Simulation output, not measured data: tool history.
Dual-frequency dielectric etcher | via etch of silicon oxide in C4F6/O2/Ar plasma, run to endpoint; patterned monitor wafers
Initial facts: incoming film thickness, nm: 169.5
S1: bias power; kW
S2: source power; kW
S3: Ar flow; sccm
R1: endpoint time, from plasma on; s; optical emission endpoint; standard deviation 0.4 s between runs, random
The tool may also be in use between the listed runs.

run,hour,S1,S2,S3,R1
1,0,0.536,0.34,272,41.865
2,3.4,0.536,0.36,272,40.598
3,10.1,0.536,0.32,272,43.251
4,17.2,0.536,0.32,312,44.255
5,22,0.52,0.32,313,45.019
6,24.8,0.487,0.32,313,46.498

Run 7 is up next; what results do you expect?
7,33.7,0.481,0.32,313,?

Run 7 came out at R1 46.546 s.

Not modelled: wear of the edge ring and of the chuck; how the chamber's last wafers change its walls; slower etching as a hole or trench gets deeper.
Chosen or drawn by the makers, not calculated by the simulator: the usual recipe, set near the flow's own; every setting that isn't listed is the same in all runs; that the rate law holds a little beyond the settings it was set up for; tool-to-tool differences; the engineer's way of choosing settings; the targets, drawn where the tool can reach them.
